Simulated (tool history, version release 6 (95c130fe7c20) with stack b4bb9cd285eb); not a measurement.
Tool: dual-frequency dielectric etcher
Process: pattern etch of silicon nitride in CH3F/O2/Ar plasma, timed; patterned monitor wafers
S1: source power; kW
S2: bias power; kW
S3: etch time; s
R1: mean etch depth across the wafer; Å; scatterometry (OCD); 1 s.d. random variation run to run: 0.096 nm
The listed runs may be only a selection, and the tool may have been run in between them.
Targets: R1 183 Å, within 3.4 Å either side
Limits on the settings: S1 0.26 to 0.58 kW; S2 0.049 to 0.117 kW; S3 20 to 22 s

{"run": 1, "hour": 0.0, "S1": 0.42, "S2": 0.083, "S3": 22, "R1": 154.44}
{"run": 2, "hour": 6.8, "S1": 0.42, "S2": 0.083, "S3": 20, "R1": 139.38}
{"run": 3, "hour": 14.2, "S1": 0.42, "S2": 0.083, "S3": 20, "R1": 139.02}
{"run": 4, "hour": 21.0, "S1": 0.45, "S2": 0.089, "S3": 20, "R1": 145.95}
{"run": 5, "hour": 23.1, "S1": 0.51, "S2": 0.089, "S3": 20, "R1": 153.33}
{"run": 6, "hour": 25.3, "S1": 0.52, "S2": 0.094, "S3": 20.5, "R1": 162.98}
{"run": 7, "hour": 31.6, "S1": 0.58, "S2": 0.106, "S3": 20.5, "R1": 177.77}
{"run": 8, "hour": 39.3, "S1": 0.58, "S2": 0.107, "S3": 20.5, "R1": 178.64}
{"run": 9, "hour": 40.1, "S1": 0.58, "S2": 0.108, "S3": 20.5, "R1": 179.66}

Which single option among these 5 for the next run brings every result within its allowed miss of target? Just one does.
{"run": "A", "hour": 40.9, "S1": 0.58, "S2": 0.109, "S3": 20, "R1": "?"}
{"run": "B", "hour": 40.9, "S1": 0.57, "S2": 0.109, "S3": 20, "R1": "?"}
{"run": "C", "hour": 40.9, "S1": 0.57, "S2": 0.103, "S3": 20.5, "R1": "?"}
{"run": "D", "hour": 40.9, "S1": 0.56, "S2": 0.105, "S3": 21.5, "R1": "?"}
{"run": "E", "hour": 40.9, "S1": 0.54, "S2": 0.111, "S3": 20.5, "R1": "?"}

move=A R1=176.46
move=B R1=175.24
move=C R1=175.87
move=D R1=184.47
move=E R1=177.01
A: misses by more than the last run did
B: misses by more than the last run did
C: misses by more than the last run did
D: hits every target within its allowed miss
E: misses by more than the last run did
Go with D: it meets all targets.

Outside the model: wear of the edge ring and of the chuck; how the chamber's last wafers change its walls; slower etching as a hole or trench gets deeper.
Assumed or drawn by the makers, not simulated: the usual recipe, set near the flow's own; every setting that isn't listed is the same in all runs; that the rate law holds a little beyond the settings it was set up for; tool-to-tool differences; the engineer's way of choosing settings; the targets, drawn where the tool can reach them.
